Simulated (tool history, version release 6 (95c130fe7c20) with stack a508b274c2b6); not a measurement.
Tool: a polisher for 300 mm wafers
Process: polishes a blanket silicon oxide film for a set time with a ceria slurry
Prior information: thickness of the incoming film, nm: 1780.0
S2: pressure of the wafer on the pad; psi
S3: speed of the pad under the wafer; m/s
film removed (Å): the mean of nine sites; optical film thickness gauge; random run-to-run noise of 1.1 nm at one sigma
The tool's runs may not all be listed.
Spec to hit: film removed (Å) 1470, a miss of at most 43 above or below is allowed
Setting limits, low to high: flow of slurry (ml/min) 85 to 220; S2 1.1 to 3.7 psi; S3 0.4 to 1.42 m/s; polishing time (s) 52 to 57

Run 1, hour 0: flow of slurry (ml/min) 140, S2 2.4 psi, S3 0.9 m/s, polishing time (s) 57. Result: film removed (Å) 1730.3.
Run 2, hour 4.5: flow of slurry (ml/min) 155, S2 2.4 psi, S3 0.9 m/s, polishing time (s) 57. Result: film removed (Å) 1774.4.
Run 3, hour 9.6: flow of slurry (ml/min) 140, S2 2.4 psi, S3 0.9 m/s, polishing time (s) 57. Result: film removed (Å) 1732.9.
Run 4, hour 15.9: flow of slurry (ml/min) 140, S2 2.9 psi, S3 0.9 m/s, polishing time (s) 57. Result: film removed (Å) 2092.8.
Run 5, hour 21.3: flow of slurry (ml/min) 135, S2 2.7 psi, S3 0.9 m/s, polishing time (s) 57. Result: film removed (Å) 1937.6.
Run 6, hour 29.6: flow of slurry (ml/min) 130, S2 2.6 psi, S3 0.9 m/s, polishing time (s) 57. Result: film removed (Å) 1848.9.
Run 7, hour 33: flow of slurry (ml/min) 125, S2 2.5 psi, S3 0.9 m/s, polishing time (s) 57. Result: film removed (Å) 1783.
Run 8, hour 39.3: flow of slurry (ml/min) 115, S2 2 psi, S3 0.9 m/s, polishing time (s) 57. Result: film removed (Å) 1400.2.
Run 9, hour 45.6: flow of slurry (ml/min) 120, S2 2 psi, S3 0.9 m/s, polishing time (s) 57. Result: film removed (Å) 1411.4.
Run 10, hour 51.2: flow of slurry (ml/min) 125, S2 2 psi, S3 0.9 m/s, polishing time (s) 57. Result: film removed (Å) 1441.1.

Of the 5 settings listed for the next run, only one would bring every result within its allowed miss of target. Which one?
Run A, hour 56.8: flow of slurry (ml/min) 125, S2 1.8 psi, S3 0.96 m/s, polishing time (s) 56. Result: film removed (Å) ?.
Run B, hour 56.8: flow of slurry (ml/min) 140, S2 1.6 psi, S3 1.12 m/s, polishing time (s) 57. Result: film removed (Å) ?.
Run C, hour 56.8: flow of slurry (ml/min) 125, S2 1.9 psi, S3 0.92 m/s, polishing time (s) 57. Result: film removed (Å) ?.
Run D, hour 56.8: flow of slurry (ml/min) 120, S2 2.2 psi, S3 0.86 m/s, polishing time (s) 53. Result: film removed (Å) ?.
Run E, hour 56.8: flow of slurry (ml/min) 100, S2 1.8 psi, S3 1.04 m/s, polishing time (s) 56. Result: film removed (Å) ?.

move  film removed (Å)
   A            1351.8
   B            1455.4
   C            1390.7
   D            1385.4
   E            1402.2
A: lands further from the targets than the last run did
B: in spec on every target
C: lands further from the targets than the last run did
D: lands further from the targets than the last run did
E: lands further from the targets than the last run did
The right move is B.
